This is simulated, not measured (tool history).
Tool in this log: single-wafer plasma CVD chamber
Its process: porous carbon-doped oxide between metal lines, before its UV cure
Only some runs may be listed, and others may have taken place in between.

run  hour  heater temperature setpoint (K)  RF power (W)  deposition time (s)  mean film thickness on the monitor wafer (Å)
  1     0                           593.15           590                 39.8                                        2255.4
  2   6.2                           589.15           595                 39.8                                        2329.8
  3  11.9                           589.15           595                 39.8                                        2304.9
  4  13.2                           586.15           600                 39.8                                        2354.4
  5  14.7                           584.15           605                 39.8                                        2410.5
  6  16.5                           584.15           605                 39.8                                        2420.6
  7  21.6                           583.15           605                 39.8                                        2427.5
  8  28.9                           582.15           605                 39.8                                        2428.3

What will run 9 give?
  9    32                           574.15           615                 39.8                                             ?

{"run 9": {"mean film thickness on the monitor wafer (Å)": 2604.9}}

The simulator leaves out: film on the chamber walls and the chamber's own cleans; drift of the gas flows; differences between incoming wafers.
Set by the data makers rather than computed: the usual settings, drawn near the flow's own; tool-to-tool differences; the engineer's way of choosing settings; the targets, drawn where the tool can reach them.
